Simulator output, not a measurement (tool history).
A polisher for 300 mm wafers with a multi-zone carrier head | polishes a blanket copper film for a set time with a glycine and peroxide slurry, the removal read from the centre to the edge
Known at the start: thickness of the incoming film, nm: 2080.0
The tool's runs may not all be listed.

| run | hour | flow of slurry (ml/min) | pressure of the head's centre zone | pressure of the head's middle zone | pressure of the head's edge zone | polishing time (s) | film removed at the wafer's centre (nm) | film removed at mid-radius (nm) | film removed at the wafer's edge (nm) |
|---|---|---|---|---|---|---|---|---|---|
| 1 | 0 | 220 | 1 | 1 | 1 | 89 | 536.15 | 547.84 | 545.5 |
| 2 | 6.6 | 220 | 1 | 1 | 1.04 | 89 | 531.69 | 559.28 | 558.21 |
| 3 | 14 | 220 | 1 | 1 | 0.97 | 89 | 532.54 | 555.45 | 538.14 |
| 4 | 21.7 | 215 | 0.98 | 1 | 0.93 | 78 | 462.46 | 481.93 | 472.17 |
| 5 | 29.1 | 215 | 0.97 | 1.03 | 0.9 | 69 | 401.18 | 430.49 | 410.08 |
| 6 | 32.3 | 215 | 0.97 | 0.98 | 0.9 | 69 | 408.34 | 422.7 | 410.44 |
| 7 | 39.9 | 215 | 0.97 | 0.98 | 0.9 | 69 | 391.79 | 425.31 | 411.66 |
| 8 | 48 | 220 | 0.96 | 1.01 | 0.87 | 65 | 380.27 | 402.76 | 388.47 |
| 9 | 50.9 | 205 | 0.95 | 1.05 | 0.85 | 63 | 347.51 | 398.97 | 371.36 |

Forecast run 10:
| 10 | 55.1 | 200 | 0.96 | 1.06 | 0.84 | 62 | ? | ? | ? |

{"run 10": {"film removed at the wafer's centre (nm)": 348.11, "film removed at mid-radius (nm)": 388.48, "film removed at the wafer's edge (nm)": 357.78}}

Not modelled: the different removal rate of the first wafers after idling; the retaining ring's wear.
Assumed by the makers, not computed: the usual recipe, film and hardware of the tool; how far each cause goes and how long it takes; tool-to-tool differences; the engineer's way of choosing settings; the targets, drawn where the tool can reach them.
